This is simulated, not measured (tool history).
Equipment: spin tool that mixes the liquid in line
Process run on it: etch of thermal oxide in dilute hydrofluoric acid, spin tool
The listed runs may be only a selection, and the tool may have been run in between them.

| run | day | temperature setpoint of the liquid (C) | parts of water to one part of 49 % hydrofluoric acid (parts by volume) | time under the liquid (s) | thickness taken off the thermal oxide on a monitor wafer (nm) |
|---|---|---|---|---|---|
| 1 | 0 | 26 | 45 | 85 | 11.086 |
| 2 | 0.025 | 26 | 35 | 85 | 14.472 |
| 3 | 0.2 | 28 | 30 | 85 | 18.44 |
| 4 | 0.488 | 26 | 30 | 85 | 17.099 |
| 5 | 0.771 | 28 | 25 | 85 | 22.387 |
| 6 | 1.017 | 28 | 35 | 85 | 16.001 |
| 7 | 1.183 | 29.5 | 30 | 85 | 20.009 |
| 8 | 1.329 | 29.5 | 30 | 85 | 19.642 |

Run 9, settings as shown, results not yet in. Your forecast:
| 9 | 1.658 | 30.5 | 25 | 85 | ? |

thickness taken off the thermal oxide on a monitor wafer (nm): 24.996
